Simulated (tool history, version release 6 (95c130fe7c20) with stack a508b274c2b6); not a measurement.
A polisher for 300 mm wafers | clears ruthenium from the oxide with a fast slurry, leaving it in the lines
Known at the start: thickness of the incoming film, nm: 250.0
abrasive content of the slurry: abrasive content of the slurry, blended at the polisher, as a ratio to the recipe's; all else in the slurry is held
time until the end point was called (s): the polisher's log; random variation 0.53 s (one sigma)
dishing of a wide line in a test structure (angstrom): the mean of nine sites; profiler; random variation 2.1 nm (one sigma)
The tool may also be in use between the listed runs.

run  hour  flow of slurry (ml/min)  pressure of the wafer on the pad (psi)  speed of the pad under the wafer (cm/s)  abrasive content of the slurry  overpolish time after the end point (s)  time until the end point was called (s)  dishing of a wide line in a test structure (angstrom)
  1     0                      180                                     2.7                                      106                               1                                       21                                   56.987                                                 743.12
  2   3.7                      180                                     2.7                                      106                             0.8                                       21                                   64.031                                                 648.59
  3    11                      180                                     2.7                                      106                             0.9                                       21                                   61.191                                                 705.88
  4  18.8                      180                                     2.9                                      106                             0.9                                       20                                   56.241                                                 721.64
  5  23.4                      180                                     2.9                                      118                             0.9                                       20                                   51.081                                                 775.75
  6  29.5                      180                                     2.9                                      118                             0.9                                       25                                   51.628                                                 880.68
  7  30.5                      180                                     2.9                                      118                             0.9                                       25                                   51.904                                                 894.53
  8  35.7                      180                                       3                                      118                             0.9                                       24                                   50.907                                                 904.85

The next listed run, before its measurement:
  9  38.5                      180                                       3                                      118                             0.9                                       24                                        ?                                                      ?

Run 9 gave time until the end point was called (s) 49.696, dishing of a wide line in a test structure (angstrom) 929.7.
